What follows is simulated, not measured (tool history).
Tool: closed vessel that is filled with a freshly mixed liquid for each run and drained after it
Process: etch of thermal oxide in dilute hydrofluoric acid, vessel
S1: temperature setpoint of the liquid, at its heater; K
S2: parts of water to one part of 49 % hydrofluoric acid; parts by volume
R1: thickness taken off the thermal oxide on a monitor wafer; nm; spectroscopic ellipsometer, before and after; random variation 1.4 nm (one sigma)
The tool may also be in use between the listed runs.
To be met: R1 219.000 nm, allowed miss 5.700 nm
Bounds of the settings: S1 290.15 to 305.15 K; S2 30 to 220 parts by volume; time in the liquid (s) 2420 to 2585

run 1 hour=0.0 | S1=297.15 S2=125 time_in_the_liquid_(s)=2420 | R1=91.814
run 2 hour=8.6 | S1=297.15 S2=125 time_in_the_liquid_(s)=2585 | R1=97.689
run 3 hour=16.5 | S1=297.15 S2=90 time_in_the_liquid_(s)=2585 | R1=142.550
run 4 hour=19.9 | S1=297.15 S2=130 time_in_the_liquid_(s)=2585 | R1=93.765
run 5 hour=26.1 | S1=297.15 S2=130 time_in_the_liquid_(s)=2585 | R1=93.007
-- hour=27.6 hydrofluoric acid flow meter replaced
run 6 hour=27.6 | S1=297.15 S2=130 time_in_the_liquid_(s)=2585 | R1=83.931
run 7 hour=31.1 | S1=299.15 S2=120 time_in_the_liquid_(s)=2585 | R1=99.823
run 8 hour=32.2 | S1=298.65 S2=105 time_in_the_liquid_(s)=2585 | R1=113.360
run 9 hour=35.8 | S1=297.15 S2=90 time_in_the_liquid_(s)=2585 | R1=127.270
run 10 hour=42.1 | S1=298.15 S2=75 time_in_the_liquid_(s)=2585 | R1=162.450
run 11 hour=49.4 | S1=298.65 S2=70 time_in_the_liquid_(s)=2585 | R1=178.450
run 12 hour=51.3 | S1=299.65 S2=70 time_in_the_liquid_(s)=2585 | R1=185.940
run 13 hour=53.7 | S1=300.65 S2=70 time_in_the_liquid_(s)=2585 | R1=194.910
run 14 hour=61.5 | S1=301.15 S2=70 time_in_the_liquid_(s)=2585 | R1=197.550
run 15 hour=66.4 | S1=301.65 S2=70 time_in_the_liquid_(s)=2585 | R1=202.700
run 16 hour=71.5 | S1=302.15 S2=70 time_in_the_liquid_(s)=2585 | R1=205.860

4 next moves are on the table. One of them brings every result within its allowed miss. Which?
run A hour=76.6 | S1=302.15 S2=75 time_in_the_liquid_(s)=2510 | R1=?
run B hour=76.6 | S1=302.65 S2=75 time_in_the_liquid_(s)=2510 | R1=?
run C hour=76.6 | S1=304.65 S2=70 time_in_the_liquid_(s)=2535 | R1=?
run D hour=76.6 | S1=300.15 S2=70 time_in_the_liquid_(s)=2540 | R1=?

move=A R1=183.240
move=B R1=186.810
move=C R1=219.860
move=D R1=185.040
A: further off than the last run
B: further off than the last run
C: meets every target
D: further off than the last run
Move C is the one to make.

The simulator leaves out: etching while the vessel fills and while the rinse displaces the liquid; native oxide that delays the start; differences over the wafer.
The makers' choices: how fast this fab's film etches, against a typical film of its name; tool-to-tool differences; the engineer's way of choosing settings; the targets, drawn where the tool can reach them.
